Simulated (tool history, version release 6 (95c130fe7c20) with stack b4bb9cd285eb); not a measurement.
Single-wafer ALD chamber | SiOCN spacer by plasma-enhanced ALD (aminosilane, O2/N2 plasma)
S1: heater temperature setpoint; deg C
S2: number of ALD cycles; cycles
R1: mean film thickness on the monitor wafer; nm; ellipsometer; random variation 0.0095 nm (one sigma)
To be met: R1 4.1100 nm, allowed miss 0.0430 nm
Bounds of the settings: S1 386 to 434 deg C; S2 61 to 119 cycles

| run | hour | S1 | S2 | R1 |
|---|---|---|---|---|
| 1 | 0.0 | 410 | 90 | 5.4413 |
| 2 | 3.5 | 415 | 85 | 5.0532 |
| 3 | 6.1 | 419 | 82 | 4.8048 |
| 4 | 10.7 | 422 | 80 | 4.6574 |
| 5 | 13.0 | 424 | 78 | 4.4787 |
| 6 | 19.5 | 430 | 78 | 4.3947 |
| 7 | 22.2 | 431 | 77 | 4.3252 |
| 8 | 28.3 | 432 | 76 | 4.2305 |
| 9 | 36.3 | 433 | 75 | 4.1774 |

Which of these 5 next moves meets every target?
| A | 44.3 | 432 | 76 | ? |
| B | 44.3 | 434 | 74 | ? |
| C | 44.3 | 422 | 73 | ? |
| D | 44.3 | 434 | 77 | ? |
| E | 44.3 | 432 | 71 | ? |

| move | R1 |
|---|---|
| A | 4.2383 |
| B | 4.0952 |
| C | 4.2266 |
| D | 4.2612 |
| E | 3.9594 |
A: further off than the last run
B: meets every target
C: further off than the last run
D: further off than the last run
E: takes the result that was furthest off past its target
Answer: B
